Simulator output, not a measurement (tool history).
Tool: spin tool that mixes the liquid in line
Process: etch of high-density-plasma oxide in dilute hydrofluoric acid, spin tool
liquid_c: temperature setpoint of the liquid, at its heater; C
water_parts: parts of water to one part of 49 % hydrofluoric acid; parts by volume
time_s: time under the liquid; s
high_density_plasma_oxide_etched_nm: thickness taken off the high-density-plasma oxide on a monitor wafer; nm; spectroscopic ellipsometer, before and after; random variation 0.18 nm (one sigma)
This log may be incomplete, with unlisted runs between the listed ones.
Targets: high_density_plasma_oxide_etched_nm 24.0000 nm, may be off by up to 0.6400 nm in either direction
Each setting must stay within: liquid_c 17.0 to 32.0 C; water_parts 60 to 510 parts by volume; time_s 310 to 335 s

run    day  liquid_c  water_parts  time_s  high_density_plasma_oxide_etched_nm
  1  0.000      24.0          285     310                               5.8796
  2  0.304      26.5          205     320                              10.0840
  3  0.425      24.5          205     320                               9.4106
  4  0.600      24.5          205     310                               9.1577
  5  0.825      23.0          205     310                               8.5818
  6  1.125      26.0          155     315                              13.7370
  7  1.233      28.0          135     315                              17.1280
  8  1.350      29.5          125     315                              20.0010
  9  1.442      30.5          125     315                              20.7740
 10  1.621      32.0          100     315                              28.8560
 11  1.921      31.0          100     315                              27.1120
 12  2.171      30.5          100     315                              27.0600
 13  2.538      30.0          100     315                              26.4510
 14  2.721      29.5          100     315                              25.8600
 15  3.008      29.0          100     315                              25.5180
 16  3.183      28.5          100     315                              24.8980

Of the 5 settings listed for the next run, only one would bring every result within its allowed miss of target. Which one?
  A  3.358      31.5          105     315                                    ?
  B  3.358      28.5          100     325                                    ?
  C  3.358      32.0          130     335                                    ?
  D  3.358      25.5           95     320                                    ?
  E  3.358      29.0          100     325                                    ?

move  high_density_plasma_oxide_etched_nm
   A                              26.5630
   B                              25.9030
   C                              22.4180
   D                              24.0680
   E                              26.3990
A: its largest miss is bigger than the last run's
B: its largest miss is bigger than the last run's
C: the result that was furthest off in the last run now lies on the other side of its target
D: every result within its allowed miss
E: its largest miss is bigger than the last run's
Move D is the one to make.
